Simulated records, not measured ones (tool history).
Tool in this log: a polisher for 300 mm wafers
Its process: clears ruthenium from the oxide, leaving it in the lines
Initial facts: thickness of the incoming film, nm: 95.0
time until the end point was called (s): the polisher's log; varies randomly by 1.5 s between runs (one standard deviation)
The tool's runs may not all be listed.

| run | hour | flow of slurry (ml/min) | pressure of the wafer on the pad (psi) | speed of the pad under the wafer (m/s) | overpolish time after the end point (s) | time until the end point was called (s) |
|---|---|---|---|---|---|---|
| 1 | 0.0 | 315 | 2.1 | 1.06 | 12 | 85.078 |
| 2 | 1.1 | 315 | 2.1 | 1.06 | 9 | 85.691 |
| 3 | 2.8 | 315 | 2.0 | 1.06 | 9 | 89.915 |
| 4 | 10.6 | 315 | 2.4 | 1.06 | 9 | 74.882 |
| 5 | 18.7 | 315 | 2.2 | 1.06 | 9 | 82.665 |
| 6 | 26.6 | 315 | 2.1 | 1.06 | 9 | 84.792 |
| 7 | 32.2 | 315 | 2.0 | 1.06 | 9 | 91.258 |
| 8 | 37.1 | 315 | 1.9 | 1.06 | 9 | 95.021 |

What does the tool deliver on the next run?
| 9 | 42.0 | 315 | 1.8 | 1.06 | 9 | ? |

For run 9 the tool returned time until the end point was called (s) 100.760.
